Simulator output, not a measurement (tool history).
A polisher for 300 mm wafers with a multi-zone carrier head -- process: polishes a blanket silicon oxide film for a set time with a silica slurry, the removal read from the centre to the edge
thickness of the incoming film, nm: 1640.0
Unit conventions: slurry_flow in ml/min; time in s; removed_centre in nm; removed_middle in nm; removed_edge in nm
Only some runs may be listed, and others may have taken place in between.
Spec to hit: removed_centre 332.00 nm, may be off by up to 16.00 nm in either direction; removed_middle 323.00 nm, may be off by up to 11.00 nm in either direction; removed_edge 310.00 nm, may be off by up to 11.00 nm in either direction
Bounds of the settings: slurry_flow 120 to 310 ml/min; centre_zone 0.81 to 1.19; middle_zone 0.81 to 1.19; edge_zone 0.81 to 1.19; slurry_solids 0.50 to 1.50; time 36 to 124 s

run 1 hour=0.0 | slurry_flow=200 centre_zone=1.00 middle_zone=1.00 edge_zone=1.00 slurry_solids=1.00 time=79 | removed_centre=264.10 removed_middle=270.30 removed_edge=277.41
run 2 hour=7.7 | slurry_flow=210 centre_zone=1.03 middle_zone=1.02 edge_zone=1.01 slurry_solids=1.05 time=79 | removed_centre=288.62 removed_middle=282.13 removed_edge=286.32
run 3 hour=14.5 | slurry_flow=210 centre_zone=1.06 middle_zone=1.02 edge_zone=1.01 slurry_solids=1.05 time=79 | removed_centre=293.89 removed_middle=286.93 removed_edge=287.47
run 4 hour=19.1 | slurry_flow=235 centre_zone=1.06 middle_zone=1.02 edge_zone=1.01 slurry_solids=1.05 time=79 | removed_centre=290.55 removed_middle=290.24 removed_edge=289.78
run 5 hour=26.4 | slurry_flow=235 centre_zone=1.08 middle_zone=1.03 edge_zone=1.02 slurry_solids=1.05 time=79 | removed_centre=311.99 removed_middle=293.40 removed_edge=291.38
run 6 hour=27.4 | slurry_flow=240 centre_zone=1.08 middle_zone=1.04 edge_zone=1.03 slurry_solids=1.05 time=79 | removed_centre=308.24 removed_middle=295.71 removed_edge=288.47
run 7 hour=31.7 | slurry_flow=240 centre_zone=1.08 middle_zone=1.04 edge_zone=1.03 slurry_solids=1.10 time=79 | removed_centre=309.34 removed_middle=298.59 removed_edge=293.46
run 8 hour=35.8 | slurry_flow=240 centre_zone=1.08 middle_zone=1.05 edge_zone=1.03 slurry_solids=1.15 time=79 | removed_centre=315.28 removed_middle=305.20 removed_edge=298.02
run 9 hour=38.3 | slurry_flow=240 centre_zone=1.08 middle_zone=1.06 edge_zone=1.03 slurry_solids=1.15 time=79 | removed_centre=320.49 removed_middle=309.53 removed_edge=300.73

Which one of the following 5 next-run settings gets every result inside its allowed miss? There is exactly one.
run A hour=40.8 | slurry_flow=215 centre_zone=1.06 middle_zone=1.00 edge_zone=1.01 slurry_solids=1.45 time=74 | removed_centre=? removed_middle=? removed_edge=?
run B hour=40.8 | slurry_flow=235 centre_zone=1.10 middle_zone=1.08 edge_zone=1.02 slurry_solids=1.10 time=77 | removed_centre=? removed_middle=? removed_edge=?
run C hour=40.8 | slurry_flow=310 centre_zone=1.08 middle_zone=1.05 edge_zone=0.99 slurry_solids=1.35 time=77 | removed_centre=? removed_middle=? removed_edge=?
run D hour=40.8 | slurry_flow=235 centre_zone=1.04 middle_zone=1.08 edge_zone=1.01 slurry_solids=1.10 time=80 | removed_centre=? removed_middle=? removed_edge=?
run E hour=40.8 | slurry_flow=200 centre_zone=1.11 middle_zone=1.02 edge_zone=1.01 slurry_solids=1.20 time=76 | removed_centre=? removed_middle=? removed_edge=?

move=A removed_centre=309.98 removed_middle=300.15 removed_edge=297.62
move=B removed_centre=304.23 removed_middle=302.30 removed_edge=281.03
move=C removed_centre=336.09 removed_middle=331.09 removed_edge=308.51
move=D removed_centre=298.72 removed_middle=314.18 removed_edge=290.58
move=E removed_centre=306.11 removed_middle=288.00 removed_edge=281.62
A: its largest miss is bigger than the last run's
B: its largest miss is bigger than the last run's
C: every result lands within tolerance
D: brings the last run's worst result on target, with another outside its allowed miss
E: its largest miss is bigger than the last run's
C meets every target.
